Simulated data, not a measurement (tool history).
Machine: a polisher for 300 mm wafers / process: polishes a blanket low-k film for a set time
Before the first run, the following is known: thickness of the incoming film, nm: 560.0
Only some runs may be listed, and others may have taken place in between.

| run | day | flow of slurry (ml/min) | pressure of the wafer on the pad (psi) | speed of the pad under the wafer (cm/s) | abrasive content of the slurry | polishing time (s) | film removed (nm) |
|---|---|---|---|---|---|---|---|
| 1 | 0 | 135 | 1.6 | 88 | 1 | 59 | 19.682 |
| 2 | 0.283 | 135 | 1.8 | 90 | 1 | 59 | 22.603 |
| 3 | 0.338 | 135 | 1.8 | 78 | 1 | 59 | 20.899 |
| 4 | 0.604 | 135 | 2 | 80 | 1 | 59 | 23.162 |
| 5 | 0.962 | 135 | 2.2 | 82 | 1 | 59 | 25.674 |
| 6 | 1.279 | 135 | 2.2 | 90 | 1 | 59 | 26.966 |
| 7 | 1.325 | 135 | 2.3 | 90 | 1 | 59 | 27.532 |
| 8 | 1.483 | 135 | 2.4 | 92 | 1 | 59 | 30.125 |

The next listed run, before its measurement:
| 9 | 1.812 | 135 | 2.5 | 92 | 1 | 59 | ? |

{"run 9": {"film removed (nm)": 30.383}}
